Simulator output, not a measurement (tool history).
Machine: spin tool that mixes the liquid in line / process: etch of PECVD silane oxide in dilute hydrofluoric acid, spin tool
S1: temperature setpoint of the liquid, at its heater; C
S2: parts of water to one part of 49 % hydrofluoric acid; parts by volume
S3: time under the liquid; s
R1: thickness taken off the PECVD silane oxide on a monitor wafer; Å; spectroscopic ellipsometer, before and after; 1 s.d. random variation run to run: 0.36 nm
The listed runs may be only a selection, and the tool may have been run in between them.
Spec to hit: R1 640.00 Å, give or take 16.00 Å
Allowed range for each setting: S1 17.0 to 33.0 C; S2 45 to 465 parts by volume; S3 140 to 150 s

run 1 hour=0.0 | S1=25.0 S2=255 S3=140 | R1=195.63
run 2 hour=2.0 | S1=26.0 S2=225 S3=140 | R1=232.76
run 3 hour=5.5 | S1=22.5 S2=225 S3=140 | R1=206.03
run 4 hour=12.5 | S1=22.5 S2=255 S3=140 | R1=178.35
run 5 hour=18.2 | S1=24.0 S2=225 S3=140 | R1=222.65
run 6 hour=25.6 | S1=24.0 S2=150 S3=140 | R1=357.76
run 7 hour=26.2 | S1=25.5 S2=140 S3=140 | R1=410.75
run 8 hour=29.4 | S1=25.5 S2=140 S3=140 | R1=410.13
-- hour=35.4 thermometer replaced
run 9 hour=35.4 | S1=29.5 S2=90 S3=140 | R1=813.27
run 10 hour=43.4 | S1=29.0 S2=90 S3=140 | R1=800.55
run 11 hour=47.3 | S1=29.0 S2=90 S3=140 | R1=811.16

Exercise: of the 4 proposed moves below, exactly one satisfies all targets within the stated allowed misses. Which move is it?
run A hour=51.2 | S1=27.0 S2=120 S3=145 | R1=?
run B hour=51.2 | S1=29.0 S2=115 S3=145 | R1=?
run C hour=51.2 | S1=26.0 S2=110 S3=140 | R1=?
run D hour=51.2 | S1=29.5 S2=140 S3=150 | R1=?

move=A R1=558.77
move=B R1=632.81
move=C R1=573.71
move=D R1=529.82
A: the result that was furthest off in the last run now lies on the other side of its target
B: each result inside its tolerance
C: the result that was furthest off in the last run now lies on the other side of its target
D: the result that was furthest off in the last run now lies on the other side of its target
Answer: B
